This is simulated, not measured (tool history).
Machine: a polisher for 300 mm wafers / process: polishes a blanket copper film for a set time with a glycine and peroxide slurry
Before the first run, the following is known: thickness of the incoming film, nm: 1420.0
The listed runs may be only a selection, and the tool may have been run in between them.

run	hour	flow of slurry (ml/min)	pressure of the wafer on the pad (kPa)	speed of the pad under the wafer (cm/s)	polishing time (s)	film removed (angstrom)
1	0	260	17.2	120	66	3280.3
2	2.7	260	17.2	120	70	3425.4
3	11.5	260	17.2	120	66	3251.4
4	14.1	260	15.9	120	66	3011.1
5	17.3	260	15.9	98	66	2585.6
6	18.2	260	18.6	98	66	2869.4
7	19.6	255	17.2	98	66	2764.5
8	21.6	255	17.2	98	66	2724.2

Run 9 is up next; what results do you expect?
9	26.7	250	15.9	98	66	?

film removed (angstrom): 2541.6
